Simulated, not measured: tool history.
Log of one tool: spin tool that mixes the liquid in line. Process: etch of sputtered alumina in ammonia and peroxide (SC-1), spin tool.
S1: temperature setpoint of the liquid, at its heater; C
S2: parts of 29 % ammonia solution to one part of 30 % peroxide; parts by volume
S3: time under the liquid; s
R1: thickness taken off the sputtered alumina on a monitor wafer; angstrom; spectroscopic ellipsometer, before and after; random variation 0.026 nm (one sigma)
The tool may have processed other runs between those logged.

run,hour,S1,S2,S3,R1
1,0,51,0.5,290,140.54
2,8.2,51,0.5,290,140.03
3,10.4,51,0.6,290,143.08
4,17.9,51,0.6,290,143.26
5,24,47,0.6,290,114.06
6,30.7,45.5,0.6,290,104.89
7,35.6,44,0.6,290,96.59

Run 8 comes next. What will it give?
8,38.3,43,0.6,290,?

{"run 8": {"R1": 91.399}}
